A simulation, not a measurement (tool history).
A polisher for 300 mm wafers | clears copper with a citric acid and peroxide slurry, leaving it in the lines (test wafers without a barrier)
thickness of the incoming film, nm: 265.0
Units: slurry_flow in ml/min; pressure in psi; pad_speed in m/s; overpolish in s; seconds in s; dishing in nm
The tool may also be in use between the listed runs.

run	day	slurry_flow	pressure	pad_speed	slurry_solids	overpolish	seconds	dishing
1	0.000	260	2.2	1.20	1.00	14	167.73	15.9160
2	0.238	260	2.2	1.20	1.00	9	165.69	10.6750
3	0.479	260	2.2	1.20	0.80	9	172.04	10.2650
4	0.825	260	2.2	0.98	0.80	9	212.64	8.5153
5	1.058	260	2.2	0.72	0.80	9	285.73	6.3625
6	1.129	270	2.3	0.72	0.75	8	272.19	6.0033
7	1.288	285	2.4	0.72	0.70	7	267.97	5.3803
8	1.446	290	2.5	0.72	0.70	7	261.97	5.4552
9	1.642	360	3.1	0.70	0.70	4	225.89	3.5813
10	1.700	345	3.1	0.70	0.70	4	225.62	3.5999
11	1.971	325	3.1	0.70	0.70	4	229.23	3.6103
12	2.312	320	3.1	0.72	0.70	4	219.97	3.7148
13	2.458	315	3.1	0.74	0.70	4	215.07	3.8469
14	2.588	305	3.1	0.76	0.70	4	210.92	3.8852
15	2.867	305	3.1	0.78	0.70	4	204.30	3.9108
16	3.133	305	3.0	0.80	0.70	4	201.77	3.9725
17	3.417	305	2.9	0.82	0.70	4	207.84	4.0012
18	3.617	305	2.9	0.84	0.70	4	203.10	4.0692

Forecast run 19:
19	3.862	305	2.9	0.86	0.70	4	?	?

seconds: 197.27 s
dishing: 4.1936 nm
